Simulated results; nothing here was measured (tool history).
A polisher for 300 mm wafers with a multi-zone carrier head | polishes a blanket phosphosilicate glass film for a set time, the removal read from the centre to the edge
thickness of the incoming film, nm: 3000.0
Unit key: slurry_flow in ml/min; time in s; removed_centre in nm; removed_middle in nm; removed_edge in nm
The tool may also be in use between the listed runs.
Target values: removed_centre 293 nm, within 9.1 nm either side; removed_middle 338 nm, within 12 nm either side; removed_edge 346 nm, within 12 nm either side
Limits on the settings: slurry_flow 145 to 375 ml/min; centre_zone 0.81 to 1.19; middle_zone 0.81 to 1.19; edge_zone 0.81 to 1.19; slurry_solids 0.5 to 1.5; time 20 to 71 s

| run | hour | slurry_flow | centre_zone | middle_zone | edge_zone | slurry_solids | time | removed_centre | removed_middle | removed_edge |
|---|---|---|---|---|---|---|---|---|---|---|
| 1 | 0 | 240 | 1 | 1 | 1 | 1 | 45 | 327.62 | 343.49 | 327.93 |
| 2 | 5.3 | 240 | 1 | 1.07 | 1 | 1 | 45 | 330.91 | 363.54 | 338.48 |
| 3 | 13.1 | 230 | 0.98 | 1.06 | 1.03 | 1 | 45 | 320.71 | 356.29 | 336.33 |
| 4 | 14.8 | 230 | 0.98 | 1.06 | 1.07 | 1 | 45 | 322.01 | 363.92 | 337.85 |
| 5 | 21.9 | 230 | 0.98 | 1.06 | 1.07 | 1 | 37 | 263.05 | 297.37 | 276.82 |
| 6 | 23.7 | 230 | 0.98 | 1.06 | 1.14 | 1 | 37 | 270.36 | 294.41 | 281.05 |
| 7 | 30.8 | 230 | 0.95 | 1.04 | 1.15 | 1.1 | 37 | 264.92 | 296.97 | 302.82 |
| 8 | 39.6 | 245 | 0.95 | 1.05 | 1.16 | 1.15 | 37 | 271.21 | 310.94 | 307.62 |
| 9 | 46 | 245 | 0.95 | 1.05 | 1.16 | 1.2 | 37 | 276.41 | 317.42 | 312.59 |
| 10 | 49.9 | 250 | 0.95 | 1.04 | 1.17 | 1.25 | 37 | 276.48 | 313.69 | 317.57 |
| 11 | 51.4 | 250 | 0.95 | 1.04 | 1.17 | 1.3 | 37 | 286.42 | 321.67 | 319.65 |
| 12 | 54.1 | 255 | 0.94 | 1.04 | 1.18 | 1.35 | 37 | 289.53 | 329.53 | 329.53 |
| 13 | 55.1 | 255 | 0.93 | 1.04 | 1.18 | 1.35 | 37 | 287.02 | 327.08 | 329.68 |
| 14 | 58.3 | 255 | 0.92 | 1.04 | 1.18 | 1.4 | 37 | 281.49 | 330.53 | 333.39 |
| 15 | 59.7 | 255 | 0.92 | 1.04 | 1.18 | 1.4 | 37 | 283.01 | 327.02 | 330.86 |
| 16 | 60.9 | 260 | 0.92 | 1.04 | 1.18 | 1.4 | 37 | 286.17 | 334.55 | 331.26 |

Pick the move, out of 4, that brings all results within their allowed miss; only one does.
| A | 62.1 | 280 | 0.88 | 1.07 | 1.11 | 1.4 | 37 | ? | ? | ? |
| B | 62.1 | 210 | 0.88 | 1.04 | 1.19 | 1.3 | 40 | ? | ? | ? |
| C | 62.1 | 300 | 0.93 | 1.11 | 1.19 | 1.45 | 35 | ? | ? | ? |
| D | 62.1 | 195 | 0.91 | 1.01 | 1.15 | 1.5 | 39 | ? | ? | ? |

| move | removed_centre | removed_middle | removed_edge |
|---|---|---|---|
| A | 268.22 | 340.52 | 323.08 |
| B | 273.31 | 339.91 | 344.56 |
| C | 273.26 | 338.26 | 321.21 |
| D | 285.94 | 335.86 | 344.13 |
A: further off than the last run
B: corrects the largest miss of the last run, while another result sits out of spec
C: further off than the last run
D: in spec on every target
D is the move that brings every result within its allowed miss.
